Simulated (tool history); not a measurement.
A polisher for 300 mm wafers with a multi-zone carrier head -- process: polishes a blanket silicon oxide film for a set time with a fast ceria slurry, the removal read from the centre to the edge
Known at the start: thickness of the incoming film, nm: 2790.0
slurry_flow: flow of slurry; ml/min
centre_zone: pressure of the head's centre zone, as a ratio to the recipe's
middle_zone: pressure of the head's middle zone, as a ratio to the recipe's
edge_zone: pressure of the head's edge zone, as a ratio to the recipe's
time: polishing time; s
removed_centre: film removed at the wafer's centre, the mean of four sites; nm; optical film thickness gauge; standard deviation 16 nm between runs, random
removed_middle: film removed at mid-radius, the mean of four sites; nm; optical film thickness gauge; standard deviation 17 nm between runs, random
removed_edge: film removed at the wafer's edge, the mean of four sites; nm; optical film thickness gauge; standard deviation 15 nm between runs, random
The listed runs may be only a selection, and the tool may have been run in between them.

run  hour  slurry_flow  centre_zone  middle_zone  edge_zone  time  removed_centre  removed_middle  removed_edge
  1     0          230            1            1          1    80          1063.8          1074.3        1071.7
  2   3.9          230            1            1          1    88          1186.4          1155.5        1183.3
  3   9.1          240         1.03            1       1.01    89          1213.2          1190.9        1195.5
  4  15.9          240         1.03            1       0.97    89          1222.6            1170        1168.9
  5  22.1          240         1.03            1        0.9    89          1229.2          1182.6        1136.1
  6  22.9          240         1.05         0.98       0.92    91          1314.6          1202.1        1185.4
  7    31          240         1.05         0.97       0.93    91          1290.2          1165.7        1164.9

Forecast run 8:
  8  39.3          240         1.06         0.97       0.95    92               ?               ?             ?

Run 8 gave removed_centre 1281 nm, removed_middle 1179.7 nm, removed_edge 1201.8 nm.

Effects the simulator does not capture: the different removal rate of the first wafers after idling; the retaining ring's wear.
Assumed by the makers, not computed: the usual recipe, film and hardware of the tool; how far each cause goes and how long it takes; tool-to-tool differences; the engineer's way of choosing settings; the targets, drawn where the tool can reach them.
